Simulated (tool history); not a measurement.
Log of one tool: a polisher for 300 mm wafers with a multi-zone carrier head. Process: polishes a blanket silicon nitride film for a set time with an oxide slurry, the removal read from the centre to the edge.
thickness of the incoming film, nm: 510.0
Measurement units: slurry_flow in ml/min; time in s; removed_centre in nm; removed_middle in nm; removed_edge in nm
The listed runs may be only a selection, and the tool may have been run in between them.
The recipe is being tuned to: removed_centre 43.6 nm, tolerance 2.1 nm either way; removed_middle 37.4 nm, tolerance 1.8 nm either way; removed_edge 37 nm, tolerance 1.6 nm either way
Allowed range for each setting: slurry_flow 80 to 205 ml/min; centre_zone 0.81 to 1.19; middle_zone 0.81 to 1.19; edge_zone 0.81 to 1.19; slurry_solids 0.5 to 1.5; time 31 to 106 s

run 1 hour=0 | slurry_flow=135 centre_zone=1 middle_zone=1 edge_zone=1 slurry_solids=1 time=68 | removed_centre=31.114 removed_middle=31.745 removed_edge=31.528
run 2 hour=6.4 | slurry_flow=165 centre_zone=1 middle_zone=1 edge_zone=1 slurry_solids=1 time=68 | removed_centre=32.569 removed_middle=33.061 removed_edge=32.848
run 3 hour=7.6 | slurry_flow=165 centre_zone=1 middle_zone=1 edge_zone=1 slurry_solids=1 time=82 | removed_centre=39.235 removed_middle=39.448 removed_edge=38.504
run 4 hour=8.9 | slurry_flow=165 centre_zone=1 middle_zone=1 edge_zone=0.94 slurry_solids=1 time=82 | removed_centre=39.34 removed_middle=39.861 removed_edge=38.085
run 5 hour=15 | slurry_flow=165 centre_zone=1 middle_zone=1 edge_zone=0.94 slurry_solids=1.2 time=82 | removed_centre=42.9 removed_middle=42.966 removed_edge=40.598
run 6 hour=20.3 | slurry_flow=165 centre_zone=1 middle_zone=1.08 edge_zone=0.94 slurry_solids=1.2 time=82 | removed_centre=42.772 removed_middle=44.657 removed_edge=41.454
-- hour=25.1 slurry nozzle cleaned
run 7 hour=25.1 | slurry_flow=165 centre_zone=1.01 middle_zone=1.06 edge_zone=0.94 slurry_solids=1.2 time=82 | removed_centre=44.135 removed_middle=45.75 removed_edge=41.137
run 8 hour=29.3 | slurry_flow=165 centre_zone=1.01 middle_zone=1.06 edge_zone=0.94 slurry_solids=1.2 time=82 | removed_centre=44.5 removed_middle=45.527 removed_edge=40.556
run 9 hour=37 | slurry_flow=160 centre_zone=1.02 middle_zone=1.04 edge_zone=0.94 slurry_solids=1.2 time=82 | removed_centre=44.469 removed_middle=45.364 removed_edge=41.627
run 10 hour=37.8 | slurry_flow=165 centre_zone=1.03 middle_zone=1.02 edge_zone=0.93 slurry_solids=1.15 time=82 | removed_centre=44.332 removed_middle=43.034 removed_edge=40.57

Consider the 4 candidate settings below. Which is the only one whose results all fall within their allowed miss of target?
run A hour=38.6 | slurry_flow=140 centre_zone=1.13 middle_zone=0.97 edge_zone=0.94 slurry_solids=1 time=79 | removed_centre=? removed_middle=? removed_edge=?
run B hour=38.6 | slurry_flow=165 centre_zone=1.04 middle_zone=0.81 edge_zone=1.04 slurry_solids=0.95 time=92 | removed_centre=? removed_middle=? removed_edge=?
run C hour=38.6 | slurry_flow=175 centre_zone=1.02 middle_zone=0.95 edge_zone=0.93 slurry_solids=1.15 time=75 | removed_centre=? removed_middle=? removed_edge=?
run D hour=38.6 | slurry_flow=165 centre_zone=1.03 middle_zone=1.13 edge_zone=0.82 slurry_solids=1.05 time=74 | removed_centre=? removed_middle=? removed_edge=?

move=A removed_centre=43.573 removed_middle=37.609 removed_edge=36.236
move=B removed_centre=47.028 removed_middle=37.944 removed_edge=43.338
move=C removed_centre=40.85 removed_middle=38.269 removed_edge=37.057
move=D removed_centre=39.02 removed_middle=41.935 removed_edge=34.01
A: meets every target
B: gets the furthest-off result to its target, but another result is out of tolerance
C: gets the furthest-off result to its target, but another result is out of tolerance
D: closer than the last run, but not yet in spec
A meets every target.

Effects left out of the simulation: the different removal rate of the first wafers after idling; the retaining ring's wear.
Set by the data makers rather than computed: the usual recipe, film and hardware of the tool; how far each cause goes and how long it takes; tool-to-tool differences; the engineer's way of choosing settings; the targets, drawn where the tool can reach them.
